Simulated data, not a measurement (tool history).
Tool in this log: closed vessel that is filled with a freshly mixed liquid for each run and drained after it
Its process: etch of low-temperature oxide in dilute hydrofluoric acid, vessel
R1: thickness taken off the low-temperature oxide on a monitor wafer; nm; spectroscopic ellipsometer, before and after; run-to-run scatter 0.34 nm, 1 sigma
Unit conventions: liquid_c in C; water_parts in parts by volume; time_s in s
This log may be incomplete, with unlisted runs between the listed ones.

Run 1, hour 0.0: liquid_c 21.0 C, water_parts 95 parts by volume, time_s 400 s. Result: R1 86.020 nm.
Run 2, hour 3.4: liquid_c 20.5 C, water_parts 95 parts by volume, time_s 400 s. Result: R1 84.041 nm.
Run 3, hour 11.8: liquid_c 20.0 C, water_parts 95 parts by volume, time_s 400 s. Result: R1 82.026 nm.
Run 4, hour 14.2: liquid_c 21.5 C, water_parts 95 parts by volume, time_s 400 s. Result: R1 87.683 nm.
Run 5, hour 22.9: liquid_c 21.0 C, water_parts 95 parts by volume, time_s 400 s. Result: R1 86.120 nm.
Run 6, hour 31.8: liquid_c 21.0 C, water_parts 95 parts by volume, time_s 430 s. Result: R1 91.767 nm.
Run 7, hour 38.8: liquid_c 20.5 C, water_parts 100 parts by volume, time_s 430 s. Result: R1 86.222 nm.
Run 8, hour 39.4: liquid_c 17.0 C, water_parts 120 parts by volume, time_s 430 s. Result: R1 59.854 nm.

Forecast run 9:
Run 9, hour 40.1: liquid_c 17.5 C, water_parts 120 parts by volume, time_s 430 s. Result: R1 ?.

Logged for run 9: R1 61.959 nm.

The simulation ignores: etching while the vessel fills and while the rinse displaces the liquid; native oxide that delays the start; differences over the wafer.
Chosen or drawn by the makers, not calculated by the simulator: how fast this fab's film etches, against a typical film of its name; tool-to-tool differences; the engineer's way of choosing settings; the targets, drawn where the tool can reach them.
